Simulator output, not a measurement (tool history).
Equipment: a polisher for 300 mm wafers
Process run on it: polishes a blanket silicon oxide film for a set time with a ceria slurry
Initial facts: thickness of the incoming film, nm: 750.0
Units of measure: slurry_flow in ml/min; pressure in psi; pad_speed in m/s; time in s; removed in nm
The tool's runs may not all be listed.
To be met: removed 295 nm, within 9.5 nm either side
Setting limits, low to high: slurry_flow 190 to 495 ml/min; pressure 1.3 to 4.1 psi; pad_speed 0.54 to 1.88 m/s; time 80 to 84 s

run	hour	slurry_flow	pressure	pad_speed	time	removed
1	0	320	2.7	1.2	80	431.06
2	7.6	320	2.5	1.2	80	399.45
3	11.4	320	2.5	1.2	80	390.09
4	20.2	320	2.4	1.2	80	381.81
5	24.6	360	2.4	1.2	80	388.75
6	25.4	355	2.3	1.2	80	372.43
7	33.6	350	2.2	1.2	80	351.06
8	39.8	345	2.1	1.2	80	334.9
9	46.1	340	1.7	1.2	80	281.33
10	50.7	345	1.7	1.2	80	277.73
11	51.5	350	1.7	1.2	80	279.26
12	52.6	355	1.7	1.2	80	278.94

Exactly one of the 5 candidate moves below puts every result within its allowed miss. Which one?
A	53.7	385	1.6	1.28	80	?
B	53.7	360	2.1	0.92	80	?
C	53.7	325	1.6	1.08	82	?
D	53.7	355	2.1	0.96	80	?
E	53.7	385	1.6	1.36	80	?

move	removed
A	275.81
B	264.56
C	239.74
D	274.16
E	291.26
A: moves away from the targets compared with the last run
B: moves away from the targets compared with the last run
C: moves away from the targets compared with the last run
D: moves away from the targets compared with the last run
E: hits every target within its allowed miss
So the answer is move E, the one that meets all the targets.
